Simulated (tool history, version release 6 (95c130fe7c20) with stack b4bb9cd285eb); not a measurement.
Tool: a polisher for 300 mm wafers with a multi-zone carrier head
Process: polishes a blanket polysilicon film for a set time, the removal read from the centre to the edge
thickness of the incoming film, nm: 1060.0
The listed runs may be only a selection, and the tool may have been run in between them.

run,hour,flow of slurry (ml/min),pressure of the head's centre zone,pressure of the head's middle zone,pressure of the head's edge zone,polishing time (s),film removed at the wafer's centre (angstrom),film removed at mid-radius (angstrom),film removed at the wafer's edge (angstrom)
1,0.0,270,1.00,1.00,1.00,43,3678.8,3439.8,3514.4
2,4.8,270,1.00,1.00,1.00,39,3281.0,3158.3,3105.1
3,9.3,270,1.00,1.06,1.00,39,3288.9,3308.8,3151.7
4,18.0,270,1.00,1.06,1.00,31,2662.3,2600.9,2426.7
5,20.5,270,1.00,1.06,1.00,41,3421.6,3449.3,3276.3
6,27.5,270,1.08,1.06,1.00,41,3736.7,3483.7,3324.4
7,29.0,265,1.04,1.04,1.00,40,3501.8,3280.3,3244.2

Expected results for the next run?
8,33.7,255,1.01,1.03,1.00,39,?,?,?

{"run 8": {"film removed at the wafer's centre (angstrom)": 3275.4, "film removed at mid-radius (angstrom)": 3113.5, "film removed at the wafer's edge (angstrom)": 3119.7}}
